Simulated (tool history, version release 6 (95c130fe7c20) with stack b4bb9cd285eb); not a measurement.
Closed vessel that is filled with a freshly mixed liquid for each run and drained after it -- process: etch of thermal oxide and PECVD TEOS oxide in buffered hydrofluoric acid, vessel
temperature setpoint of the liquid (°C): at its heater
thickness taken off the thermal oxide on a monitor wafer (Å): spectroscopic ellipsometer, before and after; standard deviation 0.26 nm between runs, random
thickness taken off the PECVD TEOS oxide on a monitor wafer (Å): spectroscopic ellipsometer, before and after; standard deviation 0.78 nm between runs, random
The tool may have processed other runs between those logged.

run    day  temperature setpoint of the liquid (°C)  parts of 40 % ammonium fluoride to one part of 49 % hydrofluoric acid (parts by volume)  time in the liquid (s)  thickness taken off the thermal oxide on a monitor wafer (Å)  thickness taken off the PECVD TEOS oxide on a monitor wafer (Å)
  1  0.000                                     24.0                                                                                      8.5                      60                                                        820.64                                                           1778.1
  2  0.171                                     24.0                                                                                     10.5                      60                                                        689.72                                                           1449.0
  3  0.388                                     25.5                                                                                     10.5                      60                                                        736.06                                                           1591.0
  4  0.433                                     25.5                                                                                     10.5                      70                                                        858.66                                                           1877.6
  5  0.475                                     24.5                                                                                     11.0                      70                                                        790.94                                                           1668.5
  6  0.562                                     24.5                                                                                     11.0                      85                                                        940.20                                                           2055.7
  7  0.917                                     23.5                                                                                     11.5                      85                                                        875.39                                                           1837.6
  8  1.062                                     23.5                                                                                     12.0                      80                                                        778.95                                                           1686.2

Run 9 comes next. What will it give?
  9  1.225                                     22.5                                                                                     12.5                      80                                                             ?                                                                ?

{"run 9": {"thickness taken off the thermal oxide on a monitor wafer (Å)": 706.63, "thickness taken off the PECVD TEOS oxide on a monitor wafer (Å)": 1516.7}}

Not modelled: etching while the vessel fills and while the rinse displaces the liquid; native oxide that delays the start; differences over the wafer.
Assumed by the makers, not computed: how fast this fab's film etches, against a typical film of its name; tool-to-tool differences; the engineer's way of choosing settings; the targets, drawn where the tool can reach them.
